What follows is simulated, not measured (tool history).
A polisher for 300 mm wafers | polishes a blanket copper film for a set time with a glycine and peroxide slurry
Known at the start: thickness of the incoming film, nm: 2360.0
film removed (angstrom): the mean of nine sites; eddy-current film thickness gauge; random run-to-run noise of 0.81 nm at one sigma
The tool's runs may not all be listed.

run,hour,flow of slurry (ml/min),pressure of the wafer on the pad (kPa),speed of the pad under the wafer (cm/s),polishing time (s),film removed (angstrom)
1,0,235,14.5,76,32,955.65
2,7.4,235,13.8,76,32,935.33
3,16.2,235,13.1,76,32,897.9
4,21.7,275,13.1,76,32,916.75
5,26,235,13.1,76,32,902.58
6,26.8,200,13.1,76,32,881.18

For run 7, what comes out?
7,28,200,12.4,76,32,?

film removed (angstrom): 854.08
